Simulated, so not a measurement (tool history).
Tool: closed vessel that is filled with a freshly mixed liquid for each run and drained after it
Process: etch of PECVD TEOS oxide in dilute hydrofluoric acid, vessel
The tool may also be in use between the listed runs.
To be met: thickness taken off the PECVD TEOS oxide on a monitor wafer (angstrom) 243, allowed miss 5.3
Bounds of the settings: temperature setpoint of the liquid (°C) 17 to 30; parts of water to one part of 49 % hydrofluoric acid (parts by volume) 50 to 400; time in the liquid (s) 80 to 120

| run | hour | temperature setpoint of the liquid (°C) | parts of water to one part of 49 % hydrofluoric acid (parts by volume) | time in the liquid (s) | thickness taken off the PECVD TEOS oxide on a monitor wafer (angstrom) |
|---|---|---|---|---|---|
| 1 | 0 | 22 | 225 | 120 | 67.229 |
| 2 | 8.6 | 23 | 200 | 120 | 81.778 |
| 3 | 13 | 20 | 200 | 120 | 71.673 |
| 4 | 22.2 | 21.5 | 200 | 120 | 75.824 |
| 5 | 25.9 | 21.5 | 165 | 120 | 96.17 |
| 6 | 31.9 | 24 | 165 | 120 | 105.85 |
| 7 | 38.9 | 25 | 150 | 120 | 122.29 |
| 8 | 48.1 | 25.5 | 140 | 120 | 134.89 |
| 9 | 53.4 | 26 | 130 | 120 | 152.84 |
| 10 | 59.5 | 26.5 | 125 | 120 | 160.62 |
| 11 | 60.7 | 27 | 120 | 120 | 172.36 |
| 12 | 69.3 | 27.5 | 115 | 120 | 184.74 |
| 13 | 72.7 | 28 | 110 | 120 | 196.45 |
| 14 | 79.8 | 28.5 | 110 | 120 | 201.23 |
| 15 | 87.3 | 29.5 | 100 | 120 | 232.11 |
| 16 | 91.9 | 30 | 100 | 120 | 237.23 |
| 17 | 100.2 | 30 | 95 | 120 | 250.48 |
|  | 107.4 | thermometer replaced |
| 18 | 107.4 | 29 | 95 | 120 | 221.38 |

Which of these 4 next moves meets every target?
| A | 114.6 | 28 | 80 | 120 | ? |
| B | 114.6 | 30 | 85 | 120 | ? |
| C | 114.6 | 30 | 90 | 120 | ? |
| D | 114.6 | 29.5 | 85 | 120 | ? |

| move | thickness taken off the PECVD TEOS oxide on a monitor wafer (angstrom) |
|---|---|
| A | 258.69 |
| B | 261.06 |
| C | 244.78 |
| D | 256.14 |
A: takes the result that was furthest off past its target
B: takes the result that was furthest off past its target
C: meets every target
D: takes the result that was furthest off past its target
Answer: C
